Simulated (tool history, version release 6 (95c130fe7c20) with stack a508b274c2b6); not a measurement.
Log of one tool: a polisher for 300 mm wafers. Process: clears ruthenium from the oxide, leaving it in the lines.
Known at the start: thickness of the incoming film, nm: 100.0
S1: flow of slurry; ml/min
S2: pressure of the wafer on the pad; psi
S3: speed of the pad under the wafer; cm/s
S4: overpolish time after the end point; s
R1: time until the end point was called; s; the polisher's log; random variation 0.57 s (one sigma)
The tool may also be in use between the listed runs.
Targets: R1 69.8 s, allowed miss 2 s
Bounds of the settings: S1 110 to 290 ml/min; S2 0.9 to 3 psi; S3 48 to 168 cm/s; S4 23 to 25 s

run    day   S1   S2   S3  S4      R1
  1      0  185  1.9  108  23  106.96
  2  0.021  190  2.1  108  23   96.65
  3  0.379  210  2.1  108  23  94.184
  4  0.542  210  2.1   82  23  120.77
  5  0.667  195  2.1   82  23  124.81
  6  0.754  195  2.1   82  25  122.98
  7  1.104  205  2.3   84  25  110.51
  8  1.192  215  2.4   86  25  103.63
  9  1.529  220  2.5   88  25  96.278
 10  1.792  225  2.6   90  25   91.23
 11   1.95  230  2.7   92  25  86.334
 12  2.242  230  2.7   92  25  87.094
 13  2.433  230  2.8   94  25  81.322
 14  2.575  230  2.8   96  25  79.843
 15  2.662  230  2.8   98  25  78.821
 16  2.796  245    3   98  25  72.408

Which of these 4 next moves meets every target?
  A  2.929  220    3   96  25   ?
  B  2.929  285    3  100  23   ?
  C  2.929  230  2.9   94  25   ?
  D  2.929  250  2.9   98  25   ?

move      R1
   A  74.309
   B  69.542
   C  77.885
   D   74.24
A: further off than the last run
B: meets every target
C: further off than the last run
D: further off than the last run
Answer: B

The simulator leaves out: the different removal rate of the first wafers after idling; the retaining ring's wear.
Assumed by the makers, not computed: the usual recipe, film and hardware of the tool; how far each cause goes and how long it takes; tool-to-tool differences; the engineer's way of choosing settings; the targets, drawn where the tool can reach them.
